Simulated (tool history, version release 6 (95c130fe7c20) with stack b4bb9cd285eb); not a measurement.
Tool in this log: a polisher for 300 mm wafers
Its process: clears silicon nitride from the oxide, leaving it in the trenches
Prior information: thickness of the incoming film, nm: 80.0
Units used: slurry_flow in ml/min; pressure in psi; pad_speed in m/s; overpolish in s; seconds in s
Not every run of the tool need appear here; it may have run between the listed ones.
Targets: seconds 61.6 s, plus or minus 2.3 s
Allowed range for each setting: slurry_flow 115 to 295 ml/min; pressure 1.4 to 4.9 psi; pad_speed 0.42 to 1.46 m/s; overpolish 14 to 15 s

run	hour	slurry_flow	pressure	pad_speed	overpolish	seconds
1	0	190	3.1	0.94	14	86.666
2	4.3	150	3.1	0.94	14	90.547
3	12.8	160	3.4	0.94	14	81.112
4	19.9	160	3	0.94	14	93.792
5	27.2	175	3.3	0.94	14	82.825
6	31.5	220	3.3	0.94	14	81.97
7	32.6	220	3.6	0.94	14	74.638
8	33.7	220	3.8	0.94	14	69.383
9	34.7	220	3.9	0.94	14	67.873
10	40	220	4	0.94	14	67.727

4 next moves are on the table. One of them brings every result within its allowed miss. Which?
A	45.3	200	3.7	1.22	15	?
B	45.3	220	4.2	0.98	14	?
C	45.3	230	4.9	0.9	15	?
D	45.3	270	4.1	0.82	14	?

move	seconds
A	56.085
B	60.56
C	56.245
D	71.979
A: pushes the last run's worst result past its target
B: hits every target within its allowed miss
C: pushes the last run's worst result past its target
D: its largest miss is bigger than the last run's
Answer: B
